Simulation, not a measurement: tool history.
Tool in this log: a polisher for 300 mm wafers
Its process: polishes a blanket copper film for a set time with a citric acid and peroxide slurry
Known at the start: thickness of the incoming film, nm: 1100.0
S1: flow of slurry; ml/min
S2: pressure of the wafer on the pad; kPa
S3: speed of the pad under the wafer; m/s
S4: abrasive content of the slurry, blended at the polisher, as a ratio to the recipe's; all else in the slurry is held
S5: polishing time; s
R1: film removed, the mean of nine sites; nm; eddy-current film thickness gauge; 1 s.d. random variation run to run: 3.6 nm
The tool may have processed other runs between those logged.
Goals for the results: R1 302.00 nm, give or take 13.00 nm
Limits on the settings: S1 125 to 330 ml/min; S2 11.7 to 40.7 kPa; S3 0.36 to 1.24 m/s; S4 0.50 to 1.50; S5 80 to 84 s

run 1 hour=0.0 | S1=210 S2=26.2 S3=0.80 S4=1.00 S5=80 | R1=144.74
run 2 hour=3.4 | S1=210 S2=29.0 S3=0.84 S4=1.00 S5=80 | R1=166.42
run 3 hour=4.9 | S1=245 S2=29.0 S3=0.84 S4=1.00 S5=80 | R1=169.36
run 4 hour=7.6 | S1=245 S2=31.0 S3=0.86 S4=1.00 S5=80 | R1=188.80
run 5 hour=15.0 | S1=245 S2=33.1 S3=0.88 S4=1.00 S5=80 | R1=206.12
run 6 hour=19.7 | S1=245 S2=33.1 S3=1.00 S4=1.00 S5=80 | R1=223.33
run 7 hour=24.4 | S1=245 S2=34.5 S3=1.00 S4=1.00 S5=80 | R1=234.85
run 8 hour=33.2 | S1=245 S2=35.9 S3=1.00 S4=1.00 S5=80 | R1=251.76
run 9 hour=36.0 | S1=245 S2=36.5 S3=1.00 S4=1.00 S5=80 | R1=249.02
run 10 hour=44.4 | S1=250 S2=37.2 S3=1.02 S4=1.00 S5=80 | R1=265.08
run 11 hour=47.2 | S1=250 S2=37.9 S3=1.02 S4=1.00 S5=80 | R1=260.65
run 12 hour=49.5 | S1=250 S2=38.6 S3=1.04 S4=1.00 S5=80 | R1=269.03
run 13 hour=56.0 | S1=255 S2=39.3 S3=1.04 S4=1.00 S5=80 | R1=277.76

Which one of the following 4 next-run settings gets every result inside its allowed miss? There is exactly one.
run A hour=62.5 | S1=195 S2=39.3 S3=1.12 S4=1.05 S5=82 | R1=?
run B hour=62.5 | S1=225 S2=37.9 S3=1.24 S4=1.20 S5=84 | R1=?
run C hour=62.5 | S1=330 S2=40.7 S3=0.96 S4=1.10 S5=80 | R1=?
run D hour=62.5 | S1=285 S2=40.7 S3=1.14 S4=0.95 S5=84 | R1=?

move=A R1=303.35
move=B R1=342.09
move=C R1=277.97
move=D R1=333.64
A: every result within its allowed miss
B: takes the result that was furthest off past its target
C: about as far from the targets as the last run
D: takes the result that was furthest off past its target
Answer: A
